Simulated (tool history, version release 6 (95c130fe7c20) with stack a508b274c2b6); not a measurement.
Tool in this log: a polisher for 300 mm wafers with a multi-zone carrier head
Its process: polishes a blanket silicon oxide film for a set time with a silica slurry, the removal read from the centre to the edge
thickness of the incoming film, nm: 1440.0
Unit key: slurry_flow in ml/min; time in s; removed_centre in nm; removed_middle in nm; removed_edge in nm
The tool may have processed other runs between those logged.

run	day	slurry_flow	centre_zone	middle_zone	edge_zone	slurry_solids	time	removed_centre	removed_middle	removed_edge
1	0.000	190	1.00	1.00	1.00	1.00	35	102.160	104.970	101.980
2	0.125	190	1.00	0.97	0.96	0.85	33	89.384	86.946	87.367
3	0.196	190	0.99	0.97	0.93	0.75	32	80.001	78.844	78.970
4	0.408	190	0.99	0.97	0.93	0.55	32	65.555	65.162	63.178
5	0.733	180	1.00	0.97	0.93	0.55	32	65.011	63.493	63.714
# day 0.933: edge zone pressure recalibrated
6	0.933	180	1.05	0.97	0.93	0.55	32	69.079	63.903	62.691

Forecast run 7:
7	1.117	165	1.05	0.98	0.92	0.55	32	?	?	?

{"run 7": {"removed_centre": 67.382, "removed_middle": 63.681, "removed_edge": 61.676}}
